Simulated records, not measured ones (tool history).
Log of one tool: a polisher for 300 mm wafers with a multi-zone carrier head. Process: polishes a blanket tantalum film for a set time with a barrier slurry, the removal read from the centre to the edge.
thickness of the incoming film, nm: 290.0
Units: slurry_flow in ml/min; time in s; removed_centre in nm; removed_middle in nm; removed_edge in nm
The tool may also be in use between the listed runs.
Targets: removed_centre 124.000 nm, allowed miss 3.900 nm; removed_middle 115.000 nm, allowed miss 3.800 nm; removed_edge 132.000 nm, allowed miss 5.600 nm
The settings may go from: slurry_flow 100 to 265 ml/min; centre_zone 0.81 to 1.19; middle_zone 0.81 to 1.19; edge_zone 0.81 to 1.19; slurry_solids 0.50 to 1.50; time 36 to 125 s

run	hour	slurry_flow	centre_zone	middle_zone	edge_zone	slurry_solids	time	removed_centre	removed_middle	removed_edge
1	0.0	170	1.00	1.00	1.00	1.00	80	89.408	89.648	88.343
2	6.8	170	1.08	1.00	1.00	1.00	80	91.536	88.383	88.588
3	15.5	170	1.08	1.00	1.00	0.85	80	85.856	80.756	81.376
4	22.6	175	1.08	0.99	1.02	0.90	80	88.577	83.855	86.843
5	31.6	175	1.08	0.99	1.02	0.90	89	97.690	94.486	96.004
6	36.3	180	1.09	0.98	1.03	0.95	89	103.990	96.548	100.600
7	39.0	185	1.09	0.98	1.05	0.95	89	101.440	96.322	100.970
8	46.1	190	1.10	0.98	1.06	1.00	89	105.430	100.050	101.740
9	49.0	185	1.09	0.97	1.07	1.05	89	106.500	98.841	105.540
10	52.8	185	1.09	0.97	1.08	1.10	89	108.120	100.590	110.240
11	56.9	190	1.09	0.97	1.09	1.15	89	111.660	100.970	110.200

Which of these 5 next moves meets every target?
A	61.0	185	1.01	1.02	1.13	1.00	110	?	?	?
B	61.0	190	1.13	1.00	1.07	1.30	93	?	?	?
C	61.0	105	1.14	0.91	1.19	1.20	105	?	?	?
D	61.0	115	0.94	0.91	1.06	1.30	109	?	?	?
E	61.0	135	1.09	0.99	1.17	1.30	100	?	?	?

move	removed_centre	removed_middle	removed_edge
A	123.580	124.110	131.690
B	123.700	113.580	119.180
C	123.720	105.680	130.190
D	118.520	114.300	131.990
E	123.020	115.400	129.540
A: brings the result that was furthest off to its target, and leaves another outside
B: nearer than the last run, and not there yet
C: brings the result that was furthest off to its target, and leaves another outside
D: brings the result that was furthest off to its target, and leaves another outside
E: meets every target
The right move is E.

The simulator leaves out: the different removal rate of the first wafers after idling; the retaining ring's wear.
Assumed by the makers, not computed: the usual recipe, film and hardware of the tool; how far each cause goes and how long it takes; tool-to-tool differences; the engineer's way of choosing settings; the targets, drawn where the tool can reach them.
